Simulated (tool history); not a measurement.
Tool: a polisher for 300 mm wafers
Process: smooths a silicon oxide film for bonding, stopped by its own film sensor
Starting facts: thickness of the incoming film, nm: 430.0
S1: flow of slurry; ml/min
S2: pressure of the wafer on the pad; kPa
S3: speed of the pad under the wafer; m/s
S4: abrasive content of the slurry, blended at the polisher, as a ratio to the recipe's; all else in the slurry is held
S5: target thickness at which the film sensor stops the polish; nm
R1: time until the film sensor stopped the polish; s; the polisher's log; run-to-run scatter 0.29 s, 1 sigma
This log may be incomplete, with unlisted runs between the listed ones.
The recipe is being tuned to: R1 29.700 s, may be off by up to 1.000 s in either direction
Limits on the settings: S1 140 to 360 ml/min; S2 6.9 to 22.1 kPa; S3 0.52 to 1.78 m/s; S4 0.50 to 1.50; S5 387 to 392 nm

run,hour,S1,S2,S3,S4,S5,R1
1,0.0,230,14.5,1.14,1.00,387,51.865
2,0.6,230,15.9,1.14,1.00,387,47.504
3,5.9,230,15.9,1.14,1.00,387,47.401
4,11.6,230,16.5,1.14,1.00,387,45.483
5,17.9,230,16.5,1.14,1.15,387,42.634
6,21.9,230,16.5,1.14,1.35,387,41.403
7,30.7,230,17.2,1.14,1.35,387,39.213
8,32.9,230,17.9,1.14,1.35,387,38.113
9,34.3,230,17.9,1.14,1.35,387,38.119
10,35.8,230,18.6,1.14,1.35,387,36.380
11,38.0,230,19.3,1.14,1.35,387,35.710
12,40.3,235,20.7,1.18,1.35,387,32.779

4 candidate next runs follow, results not yet known. Just one meets every target within its allowed miss. Identify it.
A,42.6,250,20.0,1.14,1.35,390,?
B,42.6,240,18.6,1.26,1.25,389,?
C,42.6,220,20.7,1.16,1.30,387,?
D,42.6,215,20.7,1.18,1.30,391,?

move,R1
A,31.649
B,33.010
C,33.298
D,29.872
A: closer than the last run, but not yet in spec
B: its largest miss is bigger than the last run's
C: its largest miss is bigger than the last run's
D: hits every target within its allowed miss
Go with D: it meets all targets.
